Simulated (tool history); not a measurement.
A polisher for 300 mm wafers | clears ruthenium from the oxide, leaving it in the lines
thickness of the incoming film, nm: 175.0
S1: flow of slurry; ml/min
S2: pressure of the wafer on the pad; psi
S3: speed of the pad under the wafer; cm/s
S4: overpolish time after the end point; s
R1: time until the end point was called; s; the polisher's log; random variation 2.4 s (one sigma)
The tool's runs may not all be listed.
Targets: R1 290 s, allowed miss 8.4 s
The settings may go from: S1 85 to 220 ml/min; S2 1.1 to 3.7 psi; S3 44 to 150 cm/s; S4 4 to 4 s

{"run": 1, "day": 0.0, "S1": 140, "S2": 2.4, "S3": 96, "S4": 4, "R1": 125.52}
{"run": 2, "day": 0.338, "S1": 120, "S2": 2.4, "S3": 96, "S4": 4, "R1": 129.27}
{"run": 3, "day": 0.467, "S1": 120, "S2": 2.1, "S3": 96, "S4": 4, "R1": 147}
{"run": 4, "day": 0.688, "S1": 120, "S2": 2.1, "S3": 96, "S4": 4, "R1": 147.41}
{"run": 5, "day": 0.925, "S1": 115, "S2": 2, "S3": 92, "S4": 4, "R1": 160.95}
{"run": 6, "day": 0.962, "S1": 115, "S2": 1.9, "S3": 90, "S4": 4, "R1": 172.74}
{"run": 7, "day": 1.075, "S1": 115, "S2": 1.8, "S3": 88, "S4": 4, "R1": 184.7}
{"run": 8, "day": 1.275, "S1": 115, "S2": 1.7, "S3": 86, "S4": 4, "R1": 199.35}
{"run": 9, "day": 1.35, "S1": 115, "S2": 1.6, "S3": 84, "S4": 4, "R1": 215.68}
{"run": 10, "day": 1.379, "S1": 115, "S2": 1.5, "S3": 84, "S4": 4, "R1": 228.14}
{"run": 11, "day": 1.433, "S1": 115, "S2": 1.4, "S3": 84, "S4": 4, "R1": 241.54}

Which of these 4 next moves meets every target?
{"run": "A", "day": 1.488, "S1": 105, "S2": 1.4, "S3": 78, "S4": 4, "R1": "?"}
{"run": "B", "day": 1.488, "S1": 120, "S2": 1.4, "S3": 60, "S4": 4, "R1": "?"}
{"run": "C", "day": 1.488, "S1": 105, "S2": 1.2, "S3": 92, "S4": 4, "R1": "?"}
{"run": "D", "day": 1.488, "S1": 85, "S2": 1.4, "S3": 74, "S4": 4, "R1": "?"}

move=A R1=263.1
move=B R1=305.25
move=C R1=269.32
move=D R1=292.23
A: nearer than the last run, and not there yet
B: takes the result that was furthest off past its target
C: nearer than the last run, and not there yet
D: meets every target
The right move is D.
